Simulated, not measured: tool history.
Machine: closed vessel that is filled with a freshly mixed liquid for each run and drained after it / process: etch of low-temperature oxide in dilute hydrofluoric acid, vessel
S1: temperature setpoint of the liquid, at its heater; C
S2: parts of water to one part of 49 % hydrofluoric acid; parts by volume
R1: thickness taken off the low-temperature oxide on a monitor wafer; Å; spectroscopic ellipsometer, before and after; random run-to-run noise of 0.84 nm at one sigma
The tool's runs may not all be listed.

Run 1, hour 0: S1 22 C, S2 50 parts by volume, time in the liquid (s) 105. Result: R1 493.7 Å.
Run 2, hour 6: S1 19.5 C, S2 50 parts by volume, time in the liquid (s) 105. Result: R1 451.86 Å.
Run 3, hour 7.1: S1 21 C, S2 50 parts by volume, time in the liquid (s) 105. Result: R1 476.88 Å.
Run 4, hour 10.9: S1 23.5 C, S2 45 parts by volume, time in the liquid (s) 105. Result: R1 592.68 Å.
Run 5, hour 17.1: S1 21 C, S2 45 parts by volume, time in the liquid (s) 105. Result: R1 532.33 Å.
Run 6, hour 25.6: S1 23.5 C, S2 45 parts by volume, time in the liquid (s) 105. Result: R1 578.57 Å.
Run 7, hour 27.9: S1 25 C, S2 40 parts by volume, time in the liquid (s) 105. Result: R1 701.39 Å.
Run 8, hour 32.3: S1 26.5 C, S2 40 parts by volume, time in the liquid (s) 105. Result: R1 745.89 Å.

What will run 9 give?
Run 9, hour 39: S1 27.5 C, S2 40 parts by volume, time in the liquid (s) 105. Result: R1 ?.

{"run 9": {"R1": 781.34}}

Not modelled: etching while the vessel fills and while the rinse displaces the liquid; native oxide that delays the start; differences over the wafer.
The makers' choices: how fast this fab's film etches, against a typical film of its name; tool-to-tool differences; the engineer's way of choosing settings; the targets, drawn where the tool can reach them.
